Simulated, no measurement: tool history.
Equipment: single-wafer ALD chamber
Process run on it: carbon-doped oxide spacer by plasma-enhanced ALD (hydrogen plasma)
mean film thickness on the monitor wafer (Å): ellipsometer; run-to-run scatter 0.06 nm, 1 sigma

run	day	heater temperature setpoint (K)	number of ALD cycles (cycles)	mean film thickness on the monitor wafer (Å)
1	0.000	673.15	452	235.98
2	0.192	673.15	429	226.46
3	0.317	673.15	380	200.10
4	0.438	674.15	372	195.81
5	0.638	675.15	366	191.52
6	0.892	675.15	421	221.46
7	1.125	675.15	405	213.62
8	1.246	675.15	392	204.31
9	1.596	678.15	339	177.44
# day 1.633: thermocouple changed; heater temperature recalibrated
10	1.633	677.15	340	176.47
11	1.958	676.15	341	176.52

What does the tool deliver on the next run?
12	2.092	675.15	343	?

{"run 12": {"mean film thickness on the monitor wafer (Å)": 178.35}}
